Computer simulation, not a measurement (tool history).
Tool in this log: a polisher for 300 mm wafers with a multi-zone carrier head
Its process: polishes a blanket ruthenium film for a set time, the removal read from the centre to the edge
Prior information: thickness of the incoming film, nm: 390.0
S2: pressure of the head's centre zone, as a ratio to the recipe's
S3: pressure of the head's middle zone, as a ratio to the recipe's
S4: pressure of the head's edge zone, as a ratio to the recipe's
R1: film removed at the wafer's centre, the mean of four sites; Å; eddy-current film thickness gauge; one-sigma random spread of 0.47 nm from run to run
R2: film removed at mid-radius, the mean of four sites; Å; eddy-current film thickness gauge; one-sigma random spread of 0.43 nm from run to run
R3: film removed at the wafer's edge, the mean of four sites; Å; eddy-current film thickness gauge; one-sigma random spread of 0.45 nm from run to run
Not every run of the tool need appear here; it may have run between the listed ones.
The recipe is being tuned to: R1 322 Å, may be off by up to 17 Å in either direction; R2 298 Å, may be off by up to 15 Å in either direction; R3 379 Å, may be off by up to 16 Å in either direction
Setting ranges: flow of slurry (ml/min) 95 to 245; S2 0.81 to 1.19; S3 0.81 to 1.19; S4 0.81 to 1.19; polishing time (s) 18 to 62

Run 1, hour 0: flow of slurry (ml/min) 155, S2 1, S3 1, S4 1, polishing time (s) 40. Result: R1 423.82 Å, R2 437.58 Å, R3 429.82 Å.
Run 2, hour 6.8: flow of slurry (ml/min) 120, S2 1, S3 1, S4 1, polishing time (s) 40. Result: R1 399.73 Å, R2 407.73 Å, R3 417.15 Å.
Run 3, hour 15: flow of slurry (ml/min) 115, S2 0.99, S3 0.96, S4 1.02, polishing time (s) 39. Result: R1 386.72 Å, R2 376.71 Å, R3 406.76 Å.
Run 4, hour 21.5: flow of slurry (ml/min) 110, S2 0.97, S3 0.93, S4 1.03, polishing time (s) 38. Result: R1 365.23 Å, R2 357.38 Å, R3 395.91 Å.
Run 5, hour 28.5: flow of slurry (ml/min) 110, S2 0.97, S3 0.93, S4 0.95, polishing time (s) 38. Result: R1 358.72 Å, R2 361.13 Å, R3 385.3 Å.
Run 6, hour 35.5: flow of slurry (ml/min) 110, S2 0.97, S3 0.93, S4 1.01, polishing time (s) 38. Result: R1 359.69 Å, R2 365.19 Å, R3 392.28 Å.
Run 7, hour 41.8: flow of slurry (ml/min) 105, S2 0.97, S3 0.9, S4 1.05, polishing time (s) 37. Result: R1 336.91 Å, R2 334.74 Å, R3 382.49 Å.
At hour 44.2: worn pad replaced by a new one.
Run 8, hour 44.2: flow of slurry (ml/min) 105, S2 0.98, S3 0.88, S4 1.06, polishing time (s) 37. Result: R1 374.02 Å, R2 349.66 Å, R3 416.07 Å.
Run 9, hour 46.3: flow of slurry (ml/min) 105, S2 0.97, S3 0.87, S4 1.06, polishing time (s) 36. Result: R1 350.2 Å, R2 336.74 Å, R3 396.51 Å.
Run 10, hour 51.9: flow of slurry (ml/min) 105, S2 0.97, S3 0.86, S4 1.07, polishing time (s) 35. Result: R1 349.05 Å, R2 317.97 Å, R3 387.58 Å.

Exercise: of the 4 proposed moves below, exactly one satisfies all targets within the stated allowed misses. Which move is it?
Run A, hour 57.5: flow of slurry (ml/min) 110, S2 0.97, S3 0.83, S4 1.15, polishing time (s) 33. Result: R1 ?, R2 ?, R3 ?.
Run B, hour 57.5: flow of slurry (ml/min) 120, S2 1.06, S3 0.88, S4 1.05, polishing time (s) 35. Result: R1 ?, R2 ?, R3 ?.
Run C, hour 57.5: flow of slurry (ml/min) 110, S2 0.87, S3 0.88, S4 1.12, polishing time (s) 35. Result: R1 ?, R2 ?, R3 ?.
Run D, hour 57.5: flow of slurry (ml/min) 130, S2 0.88, S3 0.89, S4 1.05, polishing time (s) 33. Result: R1 ?, R2 ?, R3 ?.

move      R1      R2      R3
   A  321.98   295.3  385.03
   B  382.77  335.57   395.5
   C  306.12  328.82  402.59
   D  305.42  325.48  377.58
A: every result within its allowed miss
B: its largest miss is bigger than the last run's
C: brings the result that was furthest off to its target, and leaves another outside
D: brings the result that was furthest off to its target, and leaves another outside
The move that meets every target is A.
